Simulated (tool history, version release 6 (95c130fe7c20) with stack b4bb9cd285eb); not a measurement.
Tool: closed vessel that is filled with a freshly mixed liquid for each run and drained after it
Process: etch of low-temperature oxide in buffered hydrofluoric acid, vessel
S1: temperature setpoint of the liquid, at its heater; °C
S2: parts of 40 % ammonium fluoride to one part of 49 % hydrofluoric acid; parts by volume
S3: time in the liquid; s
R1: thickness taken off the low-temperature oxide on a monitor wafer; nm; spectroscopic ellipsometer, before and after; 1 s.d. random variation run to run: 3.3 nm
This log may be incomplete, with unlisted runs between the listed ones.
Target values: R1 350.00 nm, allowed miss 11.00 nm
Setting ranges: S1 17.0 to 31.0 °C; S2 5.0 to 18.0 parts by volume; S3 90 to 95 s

run	hour	S1	S2	S3	R1
1	0.0	23.0	11.0	90	152.24
2	5.7	24.0	10.0	90	177.90
3	9.3	21.5	10.0	90	156.47
4	17.6	21.5	13.0	90	120.64
5	19.3	23.0	12.0	90	139.07
6	28.2	24.0	11.0	90	161.31
7	34.6	24.0	11.0	90	160.39
# hour 40.5: thermometer replaced
8	40.5	25.0	10.0	90	202.94
9	46.0	26.0	10.0	90	214.77
10	49.0	26.5	10.0	90	217.10
11	51.6	27.0	9.5	90	231.42
12	58.9	31.0	6.5	90	413.73
13	63.4	30.5	6.5	90	397.13
14	68.0	30.0	6.5	90	395.62
15	72.2	29.5	6.5	90	386.38
16	79.0	28.5	6.5	90	363.56

Exercise: of the 4 proposed moves below, exactly one satisfies all targets within the stated allowed misses. Which move is it?
A	85.8	30.5	7.0	90	?
B	85.8	28.5	6.5	95	?
C	85.8	29.0	6.5	90	?
D	85.8	28.0	6.5	90	?

move	R1
A	374.37
B	379.37
C	369.01
D	350.01
A: moves away from the targets compared with the last run
B: moves away from the targets compared with the last run
C: moves away from the targets compared with the last run
D: every result within its allowed miss
The move that meets every target is D.

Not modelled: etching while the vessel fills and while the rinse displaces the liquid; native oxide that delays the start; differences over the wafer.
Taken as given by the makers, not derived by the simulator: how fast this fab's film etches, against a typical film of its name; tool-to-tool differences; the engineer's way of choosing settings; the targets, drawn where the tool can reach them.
